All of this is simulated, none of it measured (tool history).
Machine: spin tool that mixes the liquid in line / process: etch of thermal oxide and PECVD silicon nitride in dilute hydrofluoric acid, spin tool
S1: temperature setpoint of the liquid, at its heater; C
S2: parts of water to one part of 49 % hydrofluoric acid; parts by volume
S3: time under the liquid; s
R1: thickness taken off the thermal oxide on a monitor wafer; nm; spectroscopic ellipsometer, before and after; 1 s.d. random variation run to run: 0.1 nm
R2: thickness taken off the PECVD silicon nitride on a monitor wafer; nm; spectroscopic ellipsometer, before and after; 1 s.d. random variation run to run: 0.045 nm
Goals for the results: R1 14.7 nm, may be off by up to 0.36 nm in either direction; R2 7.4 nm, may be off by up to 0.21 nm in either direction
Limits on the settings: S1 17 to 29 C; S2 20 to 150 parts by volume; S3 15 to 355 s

{"run": 1, "hour": 0.0, "S1": 21, "S2": 85, "S3": 180, "R1": 7.5256, "R2": 3.455}
{"run": 2, "hour": 3.4, "S1": 22.5, "S2": 75, "S3": 180, "R1": 9.1964, "R2": 4.3011}
{"run": 3, "hour": 12.1, "S1": 20, "S2": 75, "S3": 180, "R1": 8.2724, "R2": 3.6129}
{"run": 4, "hour": 17.4, "S1": 21.5, "S2": 70, "S3": 180, "R1": 9.4722, "R2": 4.3073}
{"run": 5, "hour": 18.7, "S1": 22.5, "S2": 65, "S3": 180, "R1": 10.641, "R2": 4.9458}
{"run": 6, "hour": 20.8, "S1": 22.5, "S2": 65, "S3": 210, "R1": 12.487, "R2": 5.705}
{"run": 7, "hour": 22.2, "S1": 23.5, "S2": 65, "S3": 210, "R1": 13.118, "R2": 6.1327}
{"run": 8, "hour": 27.4, "S1": 24, "S2": 65, "S3": 210, "R1": 13.331, "R2": 6.4556}
{"run": 9, "hour": 31.6, "S1": 24, "S2": 65, "S3": 210, "R1": 13.292, "R2": 6.3519}
{"run": 10, "hour": 37.0, "S1": 24.5, "S2": 65, "S3": 210, "R1": 13.53, "R2": 6.6207}
{"run": 11, "hour": 38.7, "S1": 25, "S2": 65, "S3": 210, "R1": 13.975, "R2": 6.8831}
{"run": 12, "hour": 39.3, "S1": 25.5, "S2": 65, "S3": 210, "R1": 14.041, "R2": 7.0031}

Exactly one of the 4 candidate moves below puts every result within its allowed miss. Which one?
{"run": "A", "hour": 39.9, "S1": 23, "S2": 55, "S3": 205, "R1": "?", "R2": "?"}
{"run": "B", "hour": 39.9, "S1": 26.5, "S2": 55, "S3": 175, "R1": "?", "R2": "?"}
{"run": "C", "hour": 39.9, "S1": 25.5, "S2": 65, "S3": 230, "R1": "?", "R2": "?"}
{"run": "D", "hour": 39.9, "S1": 29, "S2": 70, "S3": 205, "R1": "?", "R2": "?"}

move=A R1=14.9 R2=6.8806
move=B R1=14.661 R2=7.4189
move=C R1=15.432 R2=7.7405
move=D R1=14.546 R2=8.0488
A: further off than the last run
B: meets every target
C: takes the result that was furthest off past its target
D: takes the result that was furthest off past its target
Correct choice: B, which meets every target
